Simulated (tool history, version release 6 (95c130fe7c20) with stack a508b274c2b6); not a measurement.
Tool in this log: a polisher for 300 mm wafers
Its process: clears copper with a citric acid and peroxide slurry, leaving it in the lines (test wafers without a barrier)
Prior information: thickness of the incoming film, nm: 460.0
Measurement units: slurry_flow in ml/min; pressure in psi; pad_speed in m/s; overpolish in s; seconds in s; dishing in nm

| run | hour | slurry_flow | pressure | pad_speed | slurry_solids | overpolish | seconds | dishing |
|---|---|---|---|---|---|---|---|---|
| 1 | 0 | 240 | 3.7 | 1.08 | 1 | 17 | 127.43 | 33.552 |
| 2 | 5.3 | 240 | 3.5 | 1.08 | 1 | 13 | 132.43 | 27.111 |
| 3 | 12.4 | 240 | 3.3 | 1.08 | 1 | 11 | 140.02 | 23.622 |
| 4 | 16.4 | 240 | 3.8 | 1.08 | 1 | 11 | 127.14 | 24.306 |
| 5 | 24.4 | 295 | 3.8 | 1.08 | 1 | 11 | 127.03 | 25.397 |
| 6 | 25.1 | 295 | 3.8 | 1.26 | 1 | 11 | 112.63 | 27.477 |
| 7 | 26.6 | 295 | 3.4 | 1.24 | 1 | 10 | 117.58 | 24.373 |
| 8 | 30.2 | 295 | 2.9 | 1.22 | 1 | 10 | 132.21 | 22.29 |
| 9 | 38.5 | 290 | 2.1 | 1.2 | 1 | 7 | 158.92 | 14.221 |

For run 10, what comes out?
| 10 | 45.2 | 290 | 2.5 | 1.18 | 1 | 11 | ? | ? |

{"run 10": {"seconds": 146.85, "dishing": 22.581}}
